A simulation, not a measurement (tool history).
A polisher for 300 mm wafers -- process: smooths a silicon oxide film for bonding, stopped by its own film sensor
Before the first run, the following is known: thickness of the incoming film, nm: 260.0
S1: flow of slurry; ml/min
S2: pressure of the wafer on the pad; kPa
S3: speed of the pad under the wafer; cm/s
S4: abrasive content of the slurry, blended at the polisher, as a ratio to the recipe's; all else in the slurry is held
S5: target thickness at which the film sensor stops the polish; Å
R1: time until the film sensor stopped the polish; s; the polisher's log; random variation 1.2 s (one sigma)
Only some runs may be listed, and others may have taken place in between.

{"run": 1, "day": 0.0, "S1": 285, "S2": 15.9, "S3": 84, "S4": 1, "S5": 1970, "R1": 85.91}
{"run": 2, "day": 0.158, "S1": 285, "S2": 15.9, "S3": 84, "S4": 0.9, "S5": 1970, "R1": 90.446}
{"run": 3, "day": 0.525, "S1": 285, "S2": 15.2, "S3": 84, "S4": 0.9, "S5": 1970, "R1": 92.293}
{"run": 4, "day": 0.688, "S1": 340, "S2": 15.2, "S3": 84, "S4": 0.9, "S5": 1970, "R1": 92.405}
{"run": 5, "day": 0.904, "S1": 340, "S2": 15.2, "S3": 84, "S4": 1, "S5": 1970, "R1": 85.644}
{"run": 6, "day": 1.071, "S1": 335, "S2": 14.5, "S3": 84, "S4": 1, "S5": 1970, "R1": 93.319}
{"run": 7, "day": 1.104, "S1": 335, "S2": 13.8, "S3": 84, "S4": 1, "S5": 1970, "R1": 94.93}
{"run": 8, "day": 1.304, "S1": 335, "S2": 13.1, "S3": 84, "S4": 1, "S5": 1970, "R1": 99.407}

Estimate the outcome of run 9 from the log above:
{"run": 9, "day": 1.329, "S1": 335, "S2": 12.4, "S3": 84, "S4": 1, "S5": 1970, "R1": "?"}

R1: 106.75 s
